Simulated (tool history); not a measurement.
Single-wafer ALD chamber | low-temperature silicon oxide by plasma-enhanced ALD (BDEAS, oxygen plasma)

run,hour,heater temperature setpoint (°C),number of ALD cycles (cycles),mean film thickness on the monitor wafer (nm)
1,0,100,21,3.1203
2,7.6,100,19,2.7857
3,11.5,97,20,2.9835
4,17.6,94,21,3.1572
5,22.2,94,18,2.6992
6,30.4,94,16,2.4105
7,36.2,91,18,2.7692
8,39.8,87,19,2.9596
9,43.1,85,20,3.132
10,50.7,83,20,3.1465
11,54.8,82,21,3.296
12,56.7,81,21,3.3204
13,64.5,80,21,3.3343

Forecast run 14:
14,69.6,79,21,?

Run 14 gave mean film thickness on the monitor wafer (nm) 3.3528.
